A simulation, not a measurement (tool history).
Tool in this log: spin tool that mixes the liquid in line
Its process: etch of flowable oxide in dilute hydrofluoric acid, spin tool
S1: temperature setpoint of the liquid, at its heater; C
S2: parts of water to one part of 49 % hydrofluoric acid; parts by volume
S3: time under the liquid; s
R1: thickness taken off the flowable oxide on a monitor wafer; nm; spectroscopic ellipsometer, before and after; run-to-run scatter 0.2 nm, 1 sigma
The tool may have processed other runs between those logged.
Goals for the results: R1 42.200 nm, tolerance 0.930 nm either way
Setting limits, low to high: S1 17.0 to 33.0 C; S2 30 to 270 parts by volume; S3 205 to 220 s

run    day    S1   S2   S3      R1
  1  0.000  25.0  150  205  76.559
  2  0.033  23.5  160  205  67.189
  3  0.121  22.0  165  205  61.592
  4  0.475  21.0  170  205  56.927
  5  0.608  21.0  170  220  61.201
  6  0.888  21.0  120  220  91.703
  7  1.104  17.0  180  220  48.748
  8  1.375  17.0  185  220  46.961
  9  1.612  17.0  190  220  45.535
 10  1.775  17.0  195  220  44.253

Which of these 5 next moves meets every target?
  A  1.938  17.5  190  210   ?
  B  1.938  17.5  205  220   ?
  C  1.938  17.5  190  220   ?
  D  1.938  17.0  185  205   ?
  E  1.938  17.0  185  215   ?

move      R1
   A  44.596
   B  42.702
   C  46.719
   D  44.029
   E  46.177
A: the biggest miss grows against the last run
B: all results land within tolerance of their targets
C: the biggest miss grows against the last run
D: closes in on the targets versus the last run, not all within tolerance yet
E: the biggest miss grows against the last run
Correct choice: B, which meets every target
